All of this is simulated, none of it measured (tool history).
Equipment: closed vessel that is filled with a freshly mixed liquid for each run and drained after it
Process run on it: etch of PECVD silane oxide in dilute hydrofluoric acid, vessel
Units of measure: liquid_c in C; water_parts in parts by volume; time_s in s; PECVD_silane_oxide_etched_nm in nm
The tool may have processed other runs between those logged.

Run 1, hour 0.0: liquid_c 20.0 C, water_parts 105 parts by volume, time_s 220 s. Result: PECVD_silane_oxide_etched_nm 59.722 nm.
Run 2, hour 6.8: liquid_c 20.0 C, water_parts 85 parts by volume, time_s 220 s. Result: PECVD_silane_oxide_etched_nm 75.902 nm.
Run 3, hour 10.4: liquid_c 22.0 C, water_parts 75 parts by volume, time_s 220 s. Result: PECVD_silane_oxide_etched_nm 94.937 nm.
Run 4, hour 12.3: liquid_c 23.5 C, water_parts 75 parts by volume, time_s 220 s. Result: PECVD_silane_oxide_etched_nm 97.743 nm.
Run 5, hour 20.0: liquid_c 23.5 C, water_parts 90 parts by volume, time_s 220 s. Result: PECVD_silane_oxide_etched_nm 82.680 nm.
Run 6, hour 27.6: liquid_c 24.5 C, water_parts 80 parts by volume, time_s 220 s. Result: PECVD_silane_oxide_etched_nm 97.017 nm.
Run 7, hour 34.1: liquid_c 25.5 C, water_parts 75 parts by volume, time_s 220 s. Result: PECVD_silane_oxide_etched_nm 109.350 nm.

For run 8, what comes out?
Run 8, hour 42.9: liquid_c 26.0 C, water_parts 70 parts by volume, time_s 220 s. Result: PECVD_silane_oxide_etched_nm ?.

{"run 8": {"PECVD_silane_oxide_etched_nm": 117.96}}

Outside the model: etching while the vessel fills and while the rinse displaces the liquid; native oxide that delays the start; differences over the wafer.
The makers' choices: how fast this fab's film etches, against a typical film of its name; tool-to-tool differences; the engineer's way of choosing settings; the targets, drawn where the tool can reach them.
